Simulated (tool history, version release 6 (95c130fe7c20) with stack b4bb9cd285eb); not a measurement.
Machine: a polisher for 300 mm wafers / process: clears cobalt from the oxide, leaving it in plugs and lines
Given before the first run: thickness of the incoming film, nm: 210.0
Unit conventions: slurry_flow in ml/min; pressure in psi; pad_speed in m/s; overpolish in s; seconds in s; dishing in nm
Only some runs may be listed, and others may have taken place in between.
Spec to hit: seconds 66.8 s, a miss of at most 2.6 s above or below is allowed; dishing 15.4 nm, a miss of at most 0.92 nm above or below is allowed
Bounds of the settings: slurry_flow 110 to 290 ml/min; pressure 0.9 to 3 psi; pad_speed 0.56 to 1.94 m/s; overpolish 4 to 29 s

Run 1, day 0: slurry_flow 185 ml/min, pressure 1.9 psi, pad_speed 1.24 m/s, overpolish 15 s. Result: seconds 43.524 s, dishing 46.552 nm.
Run 2, day 0.104: slurry_flow 225 ml/min, pressure 1.9 psi, pad_speed 1.24 m/s, overpolish 15 s. Result: seconds 41.99 s, dishing 46.91 nm.
Run 3, day 0.362: slurry_flow 205 ml/min, pressure 1.9 psi, pad_speed 1.24 m/s, overpolish 15 s. Result: seconds 42.558 s, dishing 45.576 nm.
Run 4, day 0.629: slurry_flow 230 ml/min, pressure 1.6 psi, pad_speed 1.2 m/s, overpolish 11 s. Result: seconds 51.358 s, dishing 34.751 nm.
Run 5, day 0.733: slurry_flow 250 ml/min, pressure 1.4 psi, pad_speed 1.2 m/s, overpolish 9 s. Result: seconds 57.781 s, dishing 27.966 nm.
Run 6, day 0.858: slurry_flow 250 ml/min, pressure 1.4 psi, pad_speed 0.9 m/s, overpolish 9 s. Result: seconds 72.55 s, dishing 23.36 nm.
Run 7, day 0.9: slurry_flow 260 ml/min, pressure 2 psi, pad_speed 0.56 m/s, overpolish 4 s. Result: seconds 70.424 s, dishing 12.345 nm.
Run 8, day 0.946: slurry_flow 255 ml/min, pressure 2 psi, pad_speed 0.58 m/s, overpolish 5 s. Result: seconds 69.446 s, dishing 14.558 nm.
Run 9, day 0.971: slurry_flow 250 ml/min, pressure 2 psi, pad_speed 0.58 m/s, overpolish 5 s. Result: seconds 70.924 s, dishing 14.243 nm.
Run 10, day 1.246: slurry_flow 250 ml/min, pressure 2 psi, pad_speed 0.6 m/s, overpolish 6 s. Result: seconds 68.82 s, dishing 17.337 nm.
Run 11, day 1.379: slurry_flow 260 ml/min, pressure 2 psi, pad_speed 0.6 m/s, overpolish 6 s. Result: seconds 67.293 s, dishing 18.09 nm.
Run 12, day 1.629: slurry_flow 255 ml/min, pressure 2 psi, pad_speed 0.6 m/s, overpolish 6 s. Result: seconds 68.275 s, dishing 18.281 nm.
Run 13, day 1.862: slurry_flow 290 ml/min, pressure 1.9 psi, pad_speed 0.6 m/s, overpolish 4 s. Result: seconds 70.157 s, dishing 12.135 nm.
Run 14, day 1.979: slurry_flow 275 ml/min, pressure 1.9 psi, pad_speed 0.6 m/s, overpolish 4 s. Result: seconds 70.434 s, dishing 11.997 nm.
Run 15, day 2.271: slurry_flow 260 ml/min, pressure 2 psi, pad_speed 0.6 m/s, overpolish 4 s. Result: seconds 67.546 s, dishing 12.774 nm.
Run 16, day 2.538: slurry_flow 235 ml/min, pressure 2.1 psi, pad_speed 0.6 m/s, overpolish 9 s. Result: seconds 65.201 s, dishing 26.494 nm.
Run 17, day 2.821: slurry_flow 245 ml/min, pressure 2 psi, pad_speed 0.62 m/s, overpolish 8 s. Result: seconds 66.738 s, dishing 22.812 nm.
Run 18, day 3.175: slurry_flow 255 ml/min, pressure 2 psi, pad_speed 0.64 m/s, overpolish 7 s. Result: seconds 64.435 s, dishing 20.81 nm.
Run 19, day 3.375: slurry_flow 245 ml/min, pressure 2 psi, pad_speed 0.66 m/s, overpolish 6 s. Result: seconds 63.494 s, dishing 17.955 nm.
Run 20, day 3.692: slurry_flow 255 ml/min, pressure 2 psi, pad_speed 0.66 m/s, overpolish 6 s. Result: seconds 64.096 s, dishing 18.576 nm.
Run 21, day 3.954: slurry_flow 205 ml/min, pressure 1.9 psi, pad_speed 0.66 m/s, overpolish 4 s. Result: seconds 69.13 s, dishing 12.423 nm.
Run 22, day 4.058: slurry_flow 210 ml/min, pressure 1.9 psi, pad_speed 0.66 m/s, overpolish 4 s. Result: seconds 68.121 s, dishing 12.776 nm.

Consider the 5 candidate settings below. Which is the only one whose results all fall within their allowed miss of target?
Run A, day 4.162: slurry_flow 160 ml/min, pressure 1.6 psi, pad_speed 0.9 m/s, overpolish 6 s. Result: seconds ?, dishing ?.
Run B, day 4.162: slurry_flow 225 ml/min, pressure 2 psi, pad_speed 0.74 m/s, overpolish 4 s. Result: seconds ?, dishing ?.
Run C, day 4.162: slurry_flow 230 ml/min, pressure 1.7 psi, pad_speed 0.66 m/s, overpolish 5 s. Result: seconds ?, dishing ?.
Run D, day 4.162: slurry_flow 195 ml/min, pressure 2.2 psi, pad_speed 0.56 m/s, overpolish 5 s. Result: seconds ?, dishing ?.
Run E, day 4.162: slurry_flow 200 ml/min, pressure 2 psi, pad_speed 0.58 m/s, overpolish 6 s. Result: seconds ?, dishing ?.

move  seconds  dishing
   A   67.268   17.104
   B   59.411    13.42
   C   75.173   13.285
   D   66.854   14.713
   E   71.408   16.265
A: takes the result that was furthest off past its target
B: about as far from the targets as the last run
C: misses by more than the last run did
D: meets every target
E: corrects the largest miss of the last run, while another result sits out of spec
Correct choice: D, which meets every target

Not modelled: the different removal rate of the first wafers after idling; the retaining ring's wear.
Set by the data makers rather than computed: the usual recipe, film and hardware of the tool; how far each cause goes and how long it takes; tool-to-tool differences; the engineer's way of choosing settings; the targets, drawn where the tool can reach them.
